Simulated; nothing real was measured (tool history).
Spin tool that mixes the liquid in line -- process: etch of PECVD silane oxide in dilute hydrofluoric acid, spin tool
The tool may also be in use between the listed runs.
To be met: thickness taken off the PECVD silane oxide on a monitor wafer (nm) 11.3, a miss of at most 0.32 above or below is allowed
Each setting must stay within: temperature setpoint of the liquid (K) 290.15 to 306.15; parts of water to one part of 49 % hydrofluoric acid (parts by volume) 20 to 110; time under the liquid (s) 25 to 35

| run | day | temperature setpoint of the liquid (K) | parts of water to one part of 49 % hydrofluoric acid (parts by volume) | time under the liquid (s) | thickness taken off the PECVD silane oxide on a monitor wafer (nm) |
|---|---|---|---|---|---|
| 1 | 0 | 298.15 | 60 | 35 | 24.565 |
| 2 | 0.079 | 298.15 | 60 | 25 | 17.473 |
| 3 | 0.271 | 298.15 | 60 | 35 | 24.593 |
| 4 | 0.342 | 296.15 | 65 | 35 | 20.633 |
| 5 | 0.392 | 294.65 | 70 | 35 | 18.016 |
| 6 | 0.683 | 293.65 | 75 | 35 | 16.364 |
|  | 0.712 | hydrofluoric acid flow meter replaced |
| 7 | 0.712 | 292.65 | 80 | 35 | 13.056 |
| 8 | 0.788 | 292.15 | 80 | 35 | 12.759 |

Pick the move, out of 4, that brings all results within their allowed miss; only one does.
| A | 0.862 | 292.65 | 90 | 35 | ? |
| B | 0.862 | 293.65 | 75 | 25 | ? |
| C | 0.862 | 293.65 | 100 | 35 | ? |
| D | 0.862 | 290.65 | 90 | 35 | ? |

| move | thickness taken off the PECVD silane oxide on a monitor wafer (nm) |
|---|---|
| A | 11.471 |
| B | 10.427 |
| C | 10.638 |
| D | 10.549 |
A: hits every target within its allowed miss
B: pushes the last run's worst result past its target
C: pushes the last run's worst result past its target
D: pushes the last run's worst result past its target
Answer: A

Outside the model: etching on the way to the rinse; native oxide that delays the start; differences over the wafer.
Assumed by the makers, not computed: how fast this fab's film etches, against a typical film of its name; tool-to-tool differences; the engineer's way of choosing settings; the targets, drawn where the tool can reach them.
